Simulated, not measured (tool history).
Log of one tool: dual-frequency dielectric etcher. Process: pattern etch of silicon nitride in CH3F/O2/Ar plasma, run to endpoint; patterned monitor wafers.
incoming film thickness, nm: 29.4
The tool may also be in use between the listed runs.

Run 1, hour 0: source power (kW) 0.37, bias power (kW) 0.08. Result: endpoint time (s) 41.047.
Run 2, hour 7.2: source power (kW) 0.36, bias power (kW) 0.079. Result: endpoint time (s) 41.903.
Run 3, hour 8.5: source power (kW) 0.35, bias power (kW) 0.078. Result: endpoint time (s) 42.449.
Run 4, hour 9.2: source power (kW) 0.38, bias power (kW) 0.078. Result: endpoint time (s) 41.133.
Run 5, hour 17.1: source power (kW) 0.34, bias power (kW) 0.078. Result: endpoint time (s) 42.995.
Run 6, hour 23.9: source power (kW) 0.34, bias power (kW) 0.089. Result: endpoint time (s) 40.57.
Run 7, hour 28.1: source power (kW) 0.33, bias power (kW) 0.088. Result: endpoint time (s) 40.549.
Run 8, hour 33.6: source power (kW) 0.32, bias power (kW) 0.086. Result: endpoint time (s) 42.144.
Run 9, hour 35.7: source power (kW) 0.32, bias power (kW) 0.086. Result: endpoint time (s) 42.264.

Forecast run 10:
Run 10, hour 43.2: source power (kW) 0.31, bias power (kW) 0.086. Result: endpoint time (s) ?.

Run 10 gave endpoint time (s) 42.189.

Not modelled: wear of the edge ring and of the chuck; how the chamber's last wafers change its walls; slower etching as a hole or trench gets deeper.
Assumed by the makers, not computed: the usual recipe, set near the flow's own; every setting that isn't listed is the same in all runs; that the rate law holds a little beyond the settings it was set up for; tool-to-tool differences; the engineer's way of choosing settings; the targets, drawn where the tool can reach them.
